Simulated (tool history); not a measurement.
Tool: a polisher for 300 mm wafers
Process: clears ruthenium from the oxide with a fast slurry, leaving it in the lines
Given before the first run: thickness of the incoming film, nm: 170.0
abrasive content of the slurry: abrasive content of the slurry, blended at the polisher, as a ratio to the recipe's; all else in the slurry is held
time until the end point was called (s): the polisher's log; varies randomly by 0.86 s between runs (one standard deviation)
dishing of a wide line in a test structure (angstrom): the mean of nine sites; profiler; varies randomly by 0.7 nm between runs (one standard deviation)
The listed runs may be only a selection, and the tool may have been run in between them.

| run | hour | flow of slurry (ml/min) | pressure of the wafer on the pad (psi) | speed of the pad under the wafer (m/s) | abrasive content of the slurry | overpolish time after the end point (s) | time until the end point was called (s) | dishing of a wide line in a test structure (angstrom) |
|---|---|---|---|---|---|---|---|---|
| 1 | 0.0 | 195 | 3.1 | 1.26 | 1.0 | 27 | 28.909 | 682.30 |
| 2 | 3.8 | 195 | 2.8 | 1.24 | 1.0 | 24 | 33.348 | 586.01 |
| 3 | 9.0 | 195 | 2.6 | 1.24 | 1.0 | 23 | 34.555 | 545.34 |
| 4 | 15.4 | 195 | 2.4 | 1.24 | 1.0 | 23 | 37.586 | 520.58 |
| 5 | 22.2 | 195 | 2.4 | 1.56 | 1.0 | 23 | 31.626 | 582.30 |
| 6 | 22.9 | 195 | 2.1 | 1.54 | 1.0 | 23 | 36.888 | 538.42 |
| 7 | 29.0 | 195 | 2.0 | 1.54 | 1.0 | 22 | 36.410 | 518.73 |

Run 8 comes next. What will it give?
| 8 | 30.2 | 195 | 1.8 | 1.52 | 1.0 | 22 | ? | ? |

Run 8 measured time until the end point was called (s) 41.324, dishing of a wide line in a test structure (angstrom) 471.99.
